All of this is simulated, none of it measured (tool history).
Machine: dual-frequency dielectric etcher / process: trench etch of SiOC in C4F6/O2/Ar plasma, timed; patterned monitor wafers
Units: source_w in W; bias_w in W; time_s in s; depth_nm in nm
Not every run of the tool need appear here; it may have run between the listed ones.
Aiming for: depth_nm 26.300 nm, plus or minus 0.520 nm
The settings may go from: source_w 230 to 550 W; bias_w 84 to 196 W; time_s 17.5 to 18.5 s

run    day  source_w  bias_w  time_s  depth_nm
  1  0.000       390     140    17.5    31.212
  2  0.296       350     136    17.5    29.622
  3  0.371       350     113    17.5    27.856
  4  0.638       350     104    17.5    27.275
  5  0.925       340     103    17.5    26.890
  6  1.133       340     103    18.5    28.547
  7  1.238       320     102    18.5    27.530
     1.512  -- wet clean of the chamber
  8  1.512       310     102    18.5    28.312
  9  1.571       300      97    18.5    27.368
 10  1.783       290      96    18.5    26.968

Which one of the following 4 next-run settings gets every result inside its allowed miss? There is exactly one.
  A  1.996       270      94    17.5         ?
  B  1.996       290      84    17.5         ?
  C  1.996       230     106    18.5         ?
  D  1.996       280      98    18.0         ?

move  depth_nm
   A    24.938
   B    25.031
   C    25.282
   D    26.376
A: takes the biggest miss from the last run beyond its target
B: takes the biggest miss from the last run beyond its target
C: takes the biggest miss from the last run beyond its target
D: every result within its allowed miss
The right move is D.
